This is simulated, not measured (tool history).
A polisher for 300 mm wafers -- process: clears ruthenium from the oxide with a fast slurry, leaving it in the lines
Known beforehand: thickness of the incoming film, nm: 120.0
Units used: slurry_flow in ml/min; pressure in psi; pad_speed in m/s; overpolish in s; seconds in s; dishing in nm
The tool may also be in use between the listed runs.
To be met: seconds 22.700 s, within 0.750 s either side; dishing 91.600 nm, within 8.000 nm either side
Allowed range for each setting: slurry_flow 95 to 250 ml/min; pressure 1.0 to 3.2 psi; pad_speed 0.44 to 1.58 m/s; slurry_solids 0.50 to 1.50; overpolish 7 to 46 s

{"run": 1, "hour": 0.0, "slurry_flow": 160, "pressure": 2.1, "pad_speed": 1.0, "slurry_solids": 1.0, "overpolish": 24, "seconds": 34.008, "dishing": 54.922}
{"run": 2, "hour": 5.4, "slurry_flow": 135, "pressure": 2.1, "pad_speed": 1.0, "slurry_solids": 1.0, "overpolish": 24, "seconds": 34.961, "dishing": 55.052}
{"run": 3, "hour": 6.0, "slurry_flow": 115, "pressure": 2.1, "pad_speed": 1.0, "slurry_solids": 1.0, "overpolish": 24, "seconds": 35.848, "dishing": 56.092}
{"run": 4, "hour": 12.5, "slurry_flow": 115, "pressure": 1.7, "pad_speed": 1.0, "slurry_solids": 1.0, "overpolish": 24, "seconds": 42.234, "dishing": 47.243}
{"run": 5, "hour": 21.3, "slurry_flow": 120, "pressure": 2.0, "pad_speed": 1.0, "slurry_solids": 1.0, "overpolish": 25, "seconds": 36.987, "dishing": 54.125}
{"run": 6, "hour": 27.6, "slurry_flow": 125, "pressure": 2.2, "pad_speed": 1.0, "slurry_solids": 1.0, "overpolish": 26, "seconds": 33.907, "dishing": 61.39}
{"run": 7, "hour": 32.5, "slurry_flow": 150, "pressure": 2.8, "pad_speed": 1.02, "slurry_solids": 1.0, "overpolish": 27, "seconds": 26.715, "dishing": 75.468}
{"run": 8, "hour": 35.7, "slurry_flow": 155, "pressure": 2.9, "pad_speed": 1.02, "slurry_solids": 1.0, "overpolish": 27, "seconds": 25.851, "dishing": 78.258}
{"run": 9, "hour": 36.8, "slurry_flow": 160, "pressure": 3.0, "pad_speed": 1.02, "slurry_solids": 1.0, "overpolish": 27, "seconds": 25.588, "dishing": 77.619}
{"run": 10, "hour": 45.2, "slurry_flow": 160, "pressure": 3.0, "pad_speed": 1.04, "slurry_solids": 1.0, "overpolish": 27, "seconds": 24.773, "dishing": 78.346}
{"run": 11, "hour": 50.4, "slurry_flow": 160, "pressure": 3.0, "pad_speed": 1.04, "slurry_solids": 1.0, "overpolish": 28, "seconds": 24.295, "dishing": 81.911}
{"run": 12, "hour": 51.6, "slurry_flow": 165, "pressure": 3.1, "pad_speed": 1.04, "slurry_solids": 1.0, "overpolish": 29, "seconds": 23.609, "dishing": 88.913}

Of the 4 settings listed for the next run, only one would bring every result within its allowed miss of target. Which one?
{"run": "A", "hour": 52.8, "slurry_flow": 150, "pressure": 3.1, "pad_speed": 1.02, "slurry_solids": 1.05, "overpolish": 31, "seconds": "?", "dishing": "?"}
{"run": "B", "hour": 52.8, "slurry_flow": 190, "pressure": 3.2, "pad_speed": 1.0, "slurry_solids": 0.95, "overpolish": 33, "seconds": "?", "dishing": "?"}
{"run": "C", "hour": 52.8, "slurry_flow": 165, "pressure": 3.0, "pad_speed": 1.0, "slurry_solids": 1.1, "overpolish": 35, "seconds": "?", "dishing": "?"}
{"run": "D", "hour": 52.8, "slurry_flow": 235, "pressure": 2.9, "pad_speed": 1.06, "slurry_solids": 1.15, "overpolish": 30, "seconds": "?", "dishing": "?"}

move=A seconds=24.328 dishing=92.584
move=B seconds=24.325 dishing=97.026
move=C seconds=24.667 dishing=100.280
move=D seconds=22.781 dishing=94.901
A: lands further from the targets than the last run did
B: lands further from the targets than the last run did
C: lands further from the targets than the last run did
D: all results land within tolerance of their targets
Correct choice: D, which meets every target

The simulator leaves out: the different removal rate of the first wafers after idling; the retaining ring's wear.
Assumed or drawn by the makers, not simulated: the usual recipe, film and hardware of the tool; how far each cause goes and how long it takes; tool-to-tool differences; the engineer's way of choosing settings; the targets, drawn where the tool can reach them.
